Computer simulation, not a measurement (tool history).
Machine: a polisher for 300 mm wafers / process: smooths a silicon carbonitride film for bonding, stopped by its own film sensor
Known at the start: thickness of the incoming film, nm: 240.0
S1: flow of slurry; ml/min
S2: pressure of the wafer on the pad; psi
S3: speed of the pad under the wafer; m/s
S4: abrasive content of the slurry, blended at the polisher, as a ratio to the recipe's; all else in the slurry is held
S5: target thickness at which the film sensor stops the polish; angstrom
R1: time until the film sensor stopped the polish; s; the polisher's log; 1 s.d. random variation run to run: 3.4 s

{"run": 1, "hour": 0.0, "S1": 145, "S2": 2.0, "S3": 1.0, "S4": 1.0, "S5": 2210, "R1": 82.152}
{"run": 2, "hour": 4.6, "S1": 145, "S2": 2.0, "S3": 1.1, "S4": 1.0, "S5": 2210, "R1": 73.644}
{"run": 3, "hour": 6.9, "S1": 170, "S2": 2.0, "S3": 1.1, "S4": 1.0, "S5": 2210, "R1": 73.035}
{"run": 4, "hour": 11.3, "S1": 170, "S2": 1.8, "S3": 1.02, "S4": 1.0, "S5": 2210, "R1": 87.422}
{"run": 5, "hour": 16.5, "S1": 170, "S2": 1.5, "S3": 1.02, "S4": 1.0, "S5": 2210, "R1": 100.99}
{"run": 6, "hour": 19.9, "S1": 160, "S2": 1.5, "S3": 1.02, "S4": 1.0, "S5": 2210, "R1": 104.6}

Forecast run 7:
{"run": 7, "hour": 26.2, "S1": 160, "S2": 1.4, "S3": 0.98, "S4": 1.0, "S5": 2210, "R1": "?"}

{"run 7": {"R1": 116.65}}

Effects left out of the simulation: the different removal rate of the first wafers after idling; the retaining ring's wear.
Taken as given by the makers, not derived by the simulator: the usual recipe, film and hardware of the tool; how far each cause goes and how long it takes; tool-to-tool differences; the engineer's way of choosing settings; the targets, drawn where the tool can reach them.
